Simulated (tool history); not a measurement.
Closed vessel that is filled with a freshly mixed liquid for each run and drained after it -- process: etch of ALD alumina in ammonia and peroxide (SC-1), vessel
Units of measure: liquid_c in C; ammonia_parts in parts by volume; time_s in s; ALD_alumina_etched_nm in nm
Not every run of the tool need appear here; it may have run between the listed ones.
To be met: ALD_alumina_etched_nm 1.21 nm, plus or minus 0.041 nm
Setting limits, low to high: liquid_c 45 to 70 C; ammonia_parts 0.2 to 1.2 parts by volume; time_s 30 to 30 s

run	hour	liquid_c	ammonia_parts	time_s	ALD_alumina_etched_nm
1	0	61	0.8	30	2.3493
2	8.7	54.5	0.8	30	1.6341
3	15.8	54.5	0.8	30	1.6674
4	17	54.5	0.6	30	1.6301
5	23.7	54.5	0.8	30	1.6547
6	31.4	54	0.8	30	1.5871
7	39.4	53.5	0.8	30	1.59
8	48.4	53	0.8	30	1.5361
9	55.8	52.5	0.8	30	1.4679
10	61	52	0.8	30	1.427
11	68.6	51.5	0.8	30	1.4059
12	71.6	51	0.8	30	1.3795
13	76.1	50.5	0.8	30	1.3197
14	85	49.5	0.8	30	1.2603

Below are 4 possible settings for the next run. Only one of them brings all results inside the allowed miss of their targets. Which is it?
A	93.9	50.5	0.55	30	?
B	93.9	48.5	0.95	30	?
C	93.9	51	0.55	30	?
D	93.9	50	0.85	30	?

move	ALD_alumina_etched_nm
A	1.2918
B	1.2185
C	1.3276
D	1.3099
A: moves away from the targets compared with the last run
B: in spec on every target
C: moves away from the targets compared with the last run
D: moves away from the targets compared with the last run
Correct choice: B, which meets every target
